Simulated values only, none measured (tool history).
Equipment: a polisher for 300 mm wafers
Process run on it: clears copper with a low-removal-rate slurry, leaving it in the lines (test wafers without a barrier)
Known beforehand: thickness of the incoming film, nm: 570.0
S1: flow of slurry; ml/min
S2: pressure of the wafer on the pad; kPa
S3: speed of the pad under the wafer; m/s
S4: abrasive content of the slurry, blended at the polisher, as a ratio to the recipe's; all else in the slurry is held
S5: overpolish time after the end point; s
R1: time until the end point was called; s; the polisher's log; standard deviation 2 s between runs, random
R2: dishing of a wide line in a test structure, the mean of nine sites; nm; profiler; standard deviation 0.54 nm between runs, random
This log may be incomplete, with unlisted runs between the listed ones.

run	hour	S1	S2	S3	S4	S5	R1	R2
1	0	180	20.7	1.26	1	26	162.85	59.142
2	4	180	19.3	1.36	1	23	164.08	50.246
3	10.9	180	19.3	1.36	0.9	23	162.97	49.582
4	13.2	190	18.6	1.44	0.85	21	165.16	48.808
5	19.9	190	18.6	1.44	1.05	21	159.64	48.987
6	24.6	190	18.6	1.44	0.9	21	161.59	48.092
7	28.2	180	17.9	1.52	0.9	19	161.29	46.887
8	31.6	195	18.6	1.46	1	17	155.45	43.296
9	36.2	195	18.6	1.46	1	17	155.98	42.472
10	41.3	210	19.3	1.42	1.05	16	152.41	41.777

For run 11, what comes out?
11	48.5	260	13.8	1.78	1.3	8	?	?

R1: 158.13 s
R2: 21.692 nm
